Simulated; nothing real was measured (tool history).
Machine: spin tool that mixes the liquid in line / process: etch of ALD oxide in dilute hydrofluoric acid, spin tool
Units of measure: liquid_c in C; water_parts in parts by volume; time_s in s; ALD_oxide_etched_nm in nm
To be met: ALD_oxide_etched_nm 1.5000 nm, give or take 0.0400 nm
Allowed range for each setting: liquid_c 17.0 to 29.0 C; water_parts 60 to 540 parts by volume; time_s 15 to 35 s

{"run": 1, "hour": 0.0, "liquid_c": 21.0, "water_parts": 300, "time_s": 35, "ALD_oxide_etched_nm": 1.8169}
{"run": 2, "hour": 6.9, "liquid_c": 20.5, "water_parts": 300, "time_s": 35, "ALD_oxide_etched_nm": 1.7959}
{"run": 3, "hour": 9.6, "liquid_c": 20.5, "water_parts": 230, "time_s": 35, "ALD_oxide_etched_nm": 2.4718}
{"run": 4, "hour": 13.2, "liquid_c": 20.5, "water_parts": 300, "time_s": 35, "ALD_oxide_etched_nm": 1.7568}
{"run": 5, "hour": 18.7, "liquid_c": 20.0, "water_parts": 300, "time_s": 35, "ALD_oxide_etched_nm": 1.7512}
{"run": 6, "hour": 22.0, "liquid_c": 19.5, "water_parts": 300, "time_s": 35, "ALD_oxide_etched_nm": 1.7097}
{"run": 7, "hour": 25.8, "liquid_c": 19.0, "water_parts": 300, "time_s": 35, "ALD_oxide_etched_nm": 1.6874}
{"run": 8, "hour": 33.8, "liquid_c": 18.5, "water_parts": 300, "time_s": 35, "ALD_oxide_etched_nm": 1.6704}

Which one of the following 5 next-run settings gets every result inside its allowed miss? There is exactly one.
{"run": "A", "hour": 41.8, "liquid_c": 22.0, "water_parts": 180, "time_s": 15, "ALD_oxide_etched_nm": "?"}
{"run": "B", "hour": 41.8, "liquid_c": 17.5, "water_parts": 300, "time_s": 35, "ALD_oxide_etched_nm": "?"}
{"run": "C", "hour": 41.8, "liquid_c": 18.0, "water_parts": 310, "time_s": 35, "ALD_oxide_etched_nm": "?"}
{"run": "D", "hour": 41.8, "liquid_c": 20.0, "water_parts": 355, "time_s": 35, "ALD_oxide_etched_nm": "?"}
{"run": "E", "hour": 41.8, "liquid_c": 17.5, "water_parts": 305, "time_s": 35, "ALD_oxide_etched_nm": "?"}

move=A ALD_oxide_etched_nm=1.5103
move=B ALD_oxide_etched_nm=1.5927
move=C ALD_oxide_etched_nm=1.5572
move=D ALD_oxide_etched_nm=1.4074
move=E ALD_oxide_etched_nm=1.5600
A: all results land within tolerance of their targets
B: an improvement on the last run, though not all results are within tolerance
C: an improvement on the last run, though not all results are within tolerance
D: takes the biggest miss from the last run beyond its target
E: an improvement on the last run, though not all results are within tolerance
So the answer is move A, the one that meets all the targets.
